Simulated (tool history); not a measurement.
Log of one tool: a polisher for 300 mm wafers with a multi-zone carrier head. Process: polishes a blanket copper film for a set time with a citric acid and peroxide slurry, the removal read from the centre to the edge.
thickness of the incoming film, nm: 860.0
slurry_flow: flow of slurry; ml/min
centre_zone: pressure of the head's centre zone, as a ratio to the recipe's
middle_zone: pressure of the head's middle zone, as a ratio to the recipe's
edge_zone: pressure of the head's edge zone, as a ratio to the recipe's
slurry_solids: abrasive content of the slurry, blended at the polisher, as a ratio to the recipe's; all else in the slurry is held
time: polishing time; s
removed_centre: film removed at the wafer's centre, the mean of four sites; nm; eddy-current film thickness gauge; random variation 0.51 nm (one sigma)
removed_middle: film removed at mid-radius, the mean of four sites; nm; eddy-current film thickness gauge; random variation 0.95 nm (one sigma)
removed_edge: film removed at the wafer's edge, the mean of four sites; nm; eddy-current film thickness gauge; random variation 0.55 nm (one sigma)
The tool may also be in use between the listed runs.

| run | hour | slurry_flow | centre_zone | middle_zone | edge_zone | slurry_solids | time | removed_centre | removed_middle | removed_edge |
|---|---|---|---|---|---|---|---|---|---|---|
| 1 | 0.0 | 290 | 1.00 | 1.00 | 1.00 | 1.00 | 50 | 97.626 | 97.492 | 92.601 |
| 2 | 6.0 | 290 | 1.00 | 1.00 | 1.00 | 1.00 | 57 | 112.740 | 108.350 | 104.900 |
| 3 | 11.2 | 280 | 0.97 | 0.98 | 0.99 | 0.90 | 55 | 100.370 | 101.300 | 97.100 |
| 4 | 20.1 | 270 | 0.94 | 0.95 | 0.98 | 0.80 | 54 | 94.112 | 92.296 | 90.651 |
| 5 | 21.2 | 270 | 0.94 | 0.95 | 1.05 | 0.80 | 54 | 93.994 | 92.221 | 94.368 |
| 6 | 26.7 | 260 | 0.92 | 0.95 | 1.05 | 0.75 | 53 | 88.280 | 87.013 | 89.868 |
| 7 | 31.8 | 250 | 0.90 | 0.96 | 1.06 | 0.70 | 52 | 83.373 | 85.211 | 86.924 |
| 8 | 37.1 | 240 | 0.88 | 0.96 | 1.06 | 0.65 | 51 | 77.113 | 81.241 | 82.410 |
| 9 | 38.1 | 230 | 0.87 | 0.96 | 1.06 | 0.65 | 51 | 76.935 | 80.568 | 82.786 |
| 10 | 46.6 | 225 | 0.86 | 0.96 | 1.06 | 0.60 | 51 | 73.381 | 78.140 | 79.137 |

Forecast run 11:
| 11 | 51.4 | 220 | 0.85 | 0.96 | 1.06 | 0.60 | 51 | ? | ? | ? |

removed_centre: 72.187 nm
removed_middle: 78.740 nm
removed_edge: 78.903 nm
